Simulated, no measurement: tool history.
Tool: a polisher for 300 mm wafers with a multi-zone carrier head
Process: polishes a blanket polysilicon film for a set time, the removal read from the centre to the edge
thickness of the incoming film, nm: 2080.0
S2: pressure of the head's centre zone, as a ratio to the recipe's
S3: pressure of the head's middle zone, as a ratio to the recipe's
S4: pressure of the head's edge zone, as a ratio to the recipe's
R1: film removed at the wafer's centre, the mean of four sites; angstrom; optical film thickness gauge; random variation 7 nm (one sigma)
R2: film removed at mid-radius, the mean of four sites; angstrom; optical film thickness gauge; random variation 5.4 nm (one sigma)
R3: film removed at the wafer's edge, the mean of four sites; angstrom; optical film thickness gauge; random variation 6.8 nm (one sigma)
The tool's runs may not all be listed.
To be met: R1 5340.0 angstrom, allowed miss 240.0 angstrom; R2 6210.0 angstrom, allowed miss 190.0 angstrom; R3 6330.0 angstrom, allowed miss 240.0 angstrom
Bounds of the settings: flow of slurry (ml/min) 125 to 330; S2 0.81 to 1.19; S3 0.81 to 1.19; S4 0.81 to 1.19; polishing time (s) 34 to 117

{"run": 1, "hour": 0.0, "flow of slurry (ml/min)": 210, "S2": 1.0, "S3": 1.0, "S4": 1.0, "polishing time (s)": 75, "R1": 6948.5, "R2": 6936.2, "R3": 7164.1}
{"run": 2, "hour": 5.1, "flow of slurry (ml/min)": 210, "S2": 1.0, "S3": 1.0, "S4": 1.0, "polishing time (s)": 65, "R1": 5939.6, "R2": 5910.0, "R3": 6028.5}
{"run": 3, "hour": 8.6, "flow of slurry (ml/min)": 210, "S2": 1.0, "S3": 1.0, "S4": 1.0, "polishing time (s)": 74, "R1": 6596.1, "R2": 6712.1, "R3": 6951.0}
{"run": 4, "hour": 10.7, "flow of slurry (ml/min)": 205, "S2": 0.98, "S3": 1.0, "S4": 0.99, "polishing time (s)": 74, "R1": 6442.9, "R2": 6758.5, "R3": 6877.8}
{"run": 5, "hour": 16.5, "flow of slurry (ml/min)": 200, "S2": 0.97, "S3": 0.99, "S4": 0.98, "polishing time (s)": 74, "R1": 6437.0, "R2": 6561.0, "R3": 6773.6}
{"run": 6, "hour": 18.6, "flow of slurry (ml/min)": 195, "S2": 0.95, "S3": 0.99, "S4": 0.98, "polishing time (s)": 74, "R1": 6217.6, "R2": 6639.4, "R3": 6900.3}
{"run": 7, "hour": 19.2, "flow of slurry (ml/min)": 190, "S2": 0.94, "S3": 0.99, "S4": 0.97, "polishing time (s)": 74, "R1": 6304.8, "R2": 6596.1, "R3": 6701.0}
{"run": 8, "hour": 24.0, "flow of slurry (ml/min)": 190, "S2": 0.92, "S3": 0.99, "S4": 0.97, "polishing time (s)": 74, "R1": 6040.0, "R2": 6585.4, "R3": 6783.1}
{"run": 9, "hour": 29.2, "flow of slurry (ml/min)": 160, "S2": 0.86, "S3": 0.98, "S4": 0.89, "polishing time (s)": 71, "R1": 5140.4, "R2": 6149.5, "R3": 6037.0}

4 next moves are on the table. One of them brings every result within its allowed miss. Which?
{"run": "A", "hour": 34.4, "flow of slurry (ml/min)": 160, "S2": 0.91, "S3": 1.03, "S4": 0.85, "polishing time (s)": 67, "R1": "?", "R2": "?", "R3": "?"}
{"run": "B", "hour": 34.4, "flow of slurry (ml/min)": 165, "S2": 0.89, "S3": 1.11, "S4": 0.81, "polishing time (s)": 68, "R1": "?", "R2": "?", "R3": "?"}
{"run": "C", "hour": 34.4, "flow of slurry (ml/min)": 145, "S2": 0.81, "S3": 0.98, "S4": 0.99, "polishing time (s)": 72, "R1": "?", "R2": "?", "R3": "?"}
{"run": "D", "hour": 34.4, "flow of slurry (ml/min)": 150, "S2": 0.86, "S3": 0.98, "S4": 0.92, "polishing time (s)": 74, "R1": "?", "R2": "?", "R3": "?"}

move=A R1=5167.9 R2=5962.2 R3=5662.9
move=B R1=5168.3 R2=6490.1 R3=5646.5
move=C R1=4815.7 R2=6013.0 R3=6433.3
move=D R1=5304.8 R2=6227.8 R3=6422.9
A: further off than the last run
B: further off than the last run
C: brings the result that was furthest off to its target, and leaves another outside
D: meets every target
The right move is D.
